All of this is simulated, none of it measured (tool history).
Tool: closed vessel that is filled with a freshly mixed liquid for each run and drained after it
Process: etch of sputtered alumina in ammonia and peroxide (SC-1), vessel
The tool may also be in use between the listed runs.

| run | hour | temperature setpoint of the liquid (C) | parts of 29 % ammonia solution to one part of 30 % peroxide (parts by volume) | time in the liquid (s) | thickness taken off the sputtered alumina on a monitor wafer (nm) |
|---|---|---|---|---|---|
| 1 | 0.0 | 50.0 | 0.6 | 300 | 12.391 |
| 2 | 4.9 | 52.5 | 0.6 | 300 | 14.339 |
| 3 | 6.3 | 52.5 | 0.6 | 320 | 15.181 |
| 4 | 14.5 | 52.5 | 0.5 | 320 | 14.958 |
| 5 | 18.4 | 52.5 | 0.4 | 320 | 14.616 |
| 6 | 23.6 | 52.5 | 0.4 | 320 | 14.673 |
| 7 | 29.8 | 54.5 | 0.4 | 320 | 16.463 |
| 8 | 38.1 | 56.0 | 0.4 | 320 | 17.759 |

Estimate the outcome of run 9 from the log above:
| 9 | 43.0 | 57.5 | 0.4 | 320 | ? |

Run 9 gave thickness taken off the sputtered alumina on a monitor wafer (nm) 18.819.
